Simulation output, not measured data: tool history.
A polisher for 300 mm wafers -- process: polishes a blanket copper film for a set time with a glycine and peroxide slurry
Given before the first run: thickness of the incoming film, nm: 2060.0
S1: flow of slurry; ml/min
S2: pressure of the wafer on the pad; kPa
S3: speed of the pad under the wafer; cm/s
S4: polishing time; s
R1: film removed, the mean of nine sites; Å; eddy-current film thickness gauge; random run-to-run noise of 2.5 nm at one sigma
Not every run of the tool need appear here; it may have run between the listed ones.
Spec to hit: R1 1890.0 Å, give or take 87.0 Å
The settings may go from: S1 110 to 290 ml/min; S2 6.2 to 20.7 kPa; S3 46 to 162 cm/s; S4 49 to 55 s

Run 1, hour 0.0: S1 185 ml/min, S2 13.1 kPa, S3 104 cm/s, S4 55 s. Result: R1 2691.0 Å.
Run 2, hour 5.2: S1 185 ml/min, S2 9.7 kPa, S3 104 cm/s, S4 55 s. Result: R1 2248.3 Å.
Run 3, hour 13.3: S1 185 ml/min, S2 9.7 kPa, S3 130 cm/s, S4 55 s. Result: R1 2639.4 Å.
Run 4, hour 21.3: S1 185 ml/min, S2 8.3 kPa, S3 124 cm/s, S4 54 s. Result: R1 2308.3 Å.
Run 5, hour 30.3: S1 185 ml/min, S2 10.3 kPa, S3 124 cm/s, S4 54 s. Result: R1 2586.9 Å.
Run 6, hour 32.3: S1 185 ml/min, S2 9.0 kPa, S3 120 cm/s, S4 54 s. Result: R1 2382.9 Å.
Run 7, hour 36.7: S1 185 ml/min, S2 8.3 kPa, S3 116 cm/s, S4 54 s. Result: R1 2207.1 Å.
Run 8, hour 40.3: S1 185 ml/min, S2 7.6 kPa, S3 114 cm/s, S4 54 s. Result: R1 2085.4 Å.
Run 9, hour 40.9: S1 185 ml/min, S2 6.9 kPa, S3 114 cm/s, S4 54 s. Result: R1 2034.4 Å.
Run 10, hour 42.5: S1 185 ml/min, S2 6.9 kPa, S3 112 cm/s, S4 54 s. Result: R1 2015.0 Å.
Run 11, hour 45.9: S1 185 ml/min, S2 6.9 kPa, S3 110 cm/s, S4 54 s. Result: R1 1966.4 Å.

Which single option among these 5 for the next run brings every result within its allowed miss of target? Just one does.
Run A, hour 49.3: S1 185 ml/min, S2 6.9 kPa, S3 118 cm/s, S4 55 s. Result: R1 ?.
Run B, hour 49.3: S1 180 ml/min, S2 9.0 kPa, S3 94 cm/s, S4 55 s. Result: R1 ?.
Run C, hour 49.3: S1 175 ml/min, S2 6.9 kPa, S3 102 cm/s, S4 55 s. Result: R1 ?.
Run D, hour 49.3: S1 150 ml/min, S2 6.9 kPa, S3 132 cm/s, S4 52 s. Result: R1 ?.
Run E, hour 49.3: S1 235 ml/min, S2 9.0 kPa, S3 92 cm/s, S4 55 s. Result: R1 ?.

move      R1
   A  2123.7
   B  2024.8
   C  1904.6
   D  2096.4
   E  2070.3
A: the biggest miss grows against the last run
B: the biggest miss grows against the last run
C: meets every target
D: the biggest miss grows against the last run
E: the biggest miss grows against the last run
Go with C: it meets all targets.

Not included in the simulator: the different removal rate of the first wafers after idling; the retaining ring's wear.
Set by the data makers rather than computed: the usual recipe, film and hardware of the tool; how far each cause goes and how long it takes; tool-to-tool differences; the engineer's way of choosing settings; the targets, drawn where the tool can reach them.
